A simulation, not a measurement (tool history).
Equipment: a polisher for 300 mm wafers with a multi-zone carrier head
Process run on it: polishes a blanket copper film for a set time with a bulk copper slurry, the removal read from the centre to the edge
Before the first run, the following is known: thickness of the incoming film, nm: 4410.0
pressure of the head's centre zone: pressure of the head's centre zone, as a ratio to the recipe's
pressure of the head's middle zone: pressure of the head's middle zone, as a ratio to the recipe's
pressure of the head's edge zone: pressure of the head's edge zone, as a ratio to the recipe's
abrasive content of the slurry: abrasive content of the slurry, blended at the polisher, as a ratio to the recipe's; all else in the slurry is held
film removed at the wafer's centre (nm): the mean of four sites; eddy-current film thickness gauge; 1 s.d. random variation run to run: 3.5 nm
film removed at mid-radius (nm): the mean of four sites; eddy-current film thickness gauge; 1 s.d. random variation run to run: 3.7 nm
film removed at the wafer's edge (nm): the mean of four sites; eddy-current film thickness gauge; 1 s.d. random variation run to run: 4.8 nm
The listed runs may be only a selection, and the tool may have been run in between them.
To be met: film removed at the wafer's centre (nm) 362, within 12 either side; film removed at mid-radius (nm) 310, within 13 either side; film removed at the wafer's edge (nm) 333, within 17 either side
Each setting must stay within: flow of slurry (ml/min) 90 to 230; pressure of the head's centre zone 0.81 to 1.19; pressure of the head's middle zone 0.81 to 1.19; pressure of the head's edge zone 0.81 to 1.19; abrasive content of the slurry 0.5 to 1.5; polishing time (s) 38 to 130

run,day,flow of slurry (ml/min),pressure of the head's centre zone,pressure of the head's middle zone,pressure of the head's edge zone,abrasive content of the slurry,polishing time (s),film removed at the wafer's centre (nm),film removed at mid-radius (nm),film removed at the wafer's edge (nm)
1,0,150,1,1,1,1,84,579.62,575.94,565.78
2,0.238,135,1,1,1,1,84,574.05,571.53,555.5
3,0.45,130,1,0.95,0.98,0.85,75,498.53,468.16,478.07
4,0.583,125,0.99,0.92,0.95,0.75,69,426.15,422.56,420.29
5,0.896,120,1.01,0.89,0.95,0.7,65,394.06,375.74,374.51
6,1.108,120,0.95,0.89,0.95,0.7,65,380.48,369.94,388.09
7,1.271,115,0.98,0.87,0.97,0.65,63,370.52,347.48,361.09
8,1.596,100,1.04,0.81,1.01,0.6,61,360.26,316.22,355.63

5 next moves are on the table. One of them brings every result within its allowed miss. Which?
A,1.921,160,1.15,0.85,1.02,0.65,53,?,?,?
B,1.921,90,1.12,0.87,0.98,0.5,61,?,?,?
C,1.921,100,1.05,0.87,0.99,0.65,64,?,?,?
D,1.921,100,1.15,0.94,0.88,0.5,65,?,?,?
E,1.921,160,1.04,0.81,1.13,0.6,57,?,?,?

move,film removed at the wafer's centre (nm),film removed at mid-radius (nm),film removed at the wafer's edge (nm)
A,390.38,310.26,332.9
B,364.71,305.34,329.14
C,391.66,345.51,371.02
D,409.82,347.9,339.21
E,378.82,320.7,371.23
A: gets the furthest-off result to its target, but another result is out of tolerance
B: every result within its allowed miss
C: misses by more than the last run did
D: gets the furthest-off result to its target, but another result is out of tolerance
E: misses by more than the last run did
The move that meets every target is B.

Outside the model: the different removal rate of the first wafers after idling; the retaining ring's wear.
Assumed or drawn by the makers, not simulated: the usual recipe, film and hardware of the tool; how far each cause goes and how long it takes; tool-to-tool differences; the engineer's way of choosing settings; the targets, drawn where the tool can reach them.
